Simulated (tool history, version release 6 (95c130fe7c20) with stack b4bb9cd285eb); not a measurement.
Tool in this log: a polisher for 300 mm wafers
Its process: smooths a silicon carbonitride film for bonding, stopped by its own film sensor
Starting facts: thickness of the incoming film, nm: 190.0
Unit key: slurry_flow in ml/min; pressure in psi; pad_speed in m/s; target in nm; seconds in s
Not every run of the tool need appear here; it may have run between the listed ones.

run  hour  slurry_flow  pressure  pad_speed  slurry_solids  target  seconds
  1     0          135       1.6       1.12              1     182   34.858
  2   7.1          135       1.7       1.12              1     182   33.167
  3  13.1          120       1.7       1.12              1     182    33.54
  4  18.1          120       1.8       1.12              1     182     31.1
  5  20.4          120       2.1       1.12              1     182   26.891
  6  26.5          120       2.2       1.12              1     182   25.179
  7  29.4          120       2.3       1.14              1     182   24.314

Run 8 comes next. What will it give?
  8  30.5          120       2.4       1.16              1     182        ?

{"run 8": {"seconds": 23.508}}
